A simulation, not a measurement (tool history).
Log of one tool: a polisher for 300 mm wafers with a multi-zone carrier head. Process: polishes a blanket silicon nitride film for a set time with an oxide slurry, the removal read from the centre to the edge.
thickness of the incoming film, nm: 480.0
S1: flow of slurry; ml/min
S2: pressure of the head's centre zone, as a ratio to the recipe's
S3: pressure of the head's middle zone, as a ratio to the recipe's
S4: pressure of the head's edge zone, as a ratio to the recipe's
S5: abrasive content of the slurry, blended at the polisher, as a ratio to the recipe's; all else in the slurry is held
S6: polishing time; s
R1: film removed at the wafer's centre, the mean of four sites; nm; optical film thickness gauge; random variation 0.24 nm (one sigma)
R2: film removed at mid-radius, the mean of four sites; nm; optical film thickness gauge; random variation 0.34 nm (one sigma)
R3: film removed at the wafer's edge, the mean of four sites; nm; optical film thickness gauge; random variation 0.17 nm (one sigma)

run 1 hour=0.0 | S1=275 S2=1.00 S3=1.00 S4=1.00 S5=1.00 S6=58 | R1=25.940 R2=26.521 R3=26.370
run 2 hour=7.7 | S1=245 S2=1.00 S3=1.00 S4=1.00 S5=1.00 S6=58 | R1=25.831 R2=25.254 R3=26.690
run 3 hour=12.5 | S1=260 S2=0.99 S3=1.00 S4=0.98 S5=0.90 S6=58 | R1=24.158 R2=24.643 R3=25.198
run 4 hour=15.2 | S1=260 S2=0.99 S3=1.00 S4=0.98 S5=1.05 S6=58 | R1=26.359 R2=26.162 R3=26.211
run 5 hour=22.0 | S1=260 S2=0.99 S3=1.00 S4=1.06 S5=1.05 S6=58 | R1=26.012 R2=26.878 R3=27.387
run 6 hour=24.6 | S1=260 S2=0.95 S3=1.00 S4=1.06 S5=1.05 S6=58 | R1=24.627 R2=26.222 R3=27.422
run 7 hour=27.9 | S1=265 S2=0.96 S3=1.07 S4=0.96 S5=0.80 S6=57 | R1=22.534 R2=24.905 R3=23.542
run 8 hour=36.2 | S1=270 S2=0.96 S3=1.07 S4=0.94 S5=0.75 S6=57 | R1=22.308 R2=24.326 R3=22.844
run 9 hour=41.5 | S1=275 S2=0.95 S3=1.07 S4=0.92 S5=0.70 S6=57 | R1=21.451 R2=23.610 R3=21.770

Forecast run 10:
run 10 hour=44.3 | S1=275 S2=0.95 S3=1.07 S4=0.92 S5=0.70 S6=57 | R1=? R2=? R3=?

{"run 10": {"R1": 21.49, "R2": 24.51, "R3": 21.929}}
